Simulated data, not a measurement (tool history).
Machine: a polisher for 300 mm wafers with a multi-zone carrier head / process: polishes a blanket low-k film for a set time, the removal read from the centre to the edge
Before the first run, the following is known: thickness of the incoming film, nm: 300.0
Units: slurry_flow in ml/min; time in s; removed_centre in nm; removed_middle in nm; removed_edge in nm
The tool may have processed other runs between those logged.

run  hour  slurry_flow  centre_zone  middle_zone  edge_zone  slurry_solids  time  removed_centre  removed_middle  removed_edge
  1   0.0          230         1.00         1.00       1.00           1.00    49          18.160          18.691        18.266
  2   6.8          230         1.00         1.00       1.00           1.10    49          18.674          19.162        19.124
  3   7.6          225         1.00         0.97       1.02           1.00    47          17.219          17.783        18.050
  4  11.9          225         0.95         0.97       1.02           1.00    47          16.470          17.571        17.794
  5  16.3          225         0.95         0.97       1.05           1.00    47          16.574          17.103        18.432
  6  20.5          225         0.95         1.05       1.05           1.00    47          16.627          18.692        18.189
  7  24.3          225         0.96         1.02       1.06           0.95    45          15.675          17.245        17.120
  8  26.4          225         0.98         0.99       1.08           0.90    43          15.133          15.742        16.090
  9  30.6          225         0.98         0.97       1.09           0.85    42          14.366          14.652        15.589
 10  38.9          225         0.98         0.95       1.09           0.80    41          13.865          13.933        14.946

Expected results for the next run?
 11  47.3          225         0.98         0.93       1.09           0.75    40               ?               ?             ?

{"run 11": {"removed_centre": 13.213, "removed_middle": 13.138, "removed_edge": 13.848}}

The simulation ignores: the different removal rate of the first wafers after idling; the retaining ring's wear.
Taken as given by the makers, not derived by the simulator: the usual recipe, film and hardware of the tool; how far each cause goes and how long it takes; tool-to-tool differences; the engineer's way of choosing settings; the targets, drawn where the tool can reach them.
